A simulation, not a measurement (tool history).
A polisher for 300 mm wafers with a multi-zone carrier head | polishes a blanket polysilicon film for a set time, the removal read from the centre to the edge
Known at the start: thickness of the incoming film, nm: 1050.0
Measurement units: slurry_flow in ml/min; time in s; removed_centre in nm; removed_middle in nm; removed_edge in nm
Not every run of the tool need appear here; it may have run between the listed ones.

run,hour,slurry_flow,centre_zone,middle_zone,edge_zone,time,removed_centre,removed_middle,removed_edge
1,0,300,1,1,1,78,327.76,323.26,322.81
2,1.5,365,1,1,1,78,334.31,334.95,329
3,3.8,365,1.02,1,1.01,80,348.67,333.7,357.86
4,4.5,365,1.02,1,1.01,70,306.16,303.83,303.76
5,11.8,365,1.02,0.96,1.01,70,306.15,295.99,301.19
6,20.1,365,1.02,0.96,1.01,59,257.47,241.94,254.43
7,26.6,365,1.04,0.97,1.01,63,277.62,258.33,276.04
8,35.5,365,1.05,0.98,1,67,300.4,282.26,287.82

The next listed run, before its measurement:
9,36.8,365,1.06,0.99,1.01,70,?,?,?

Run 9 produced removed_centre 322.85 nm, removed_middle 302.38 nm, removed_edge 297.57 nm.
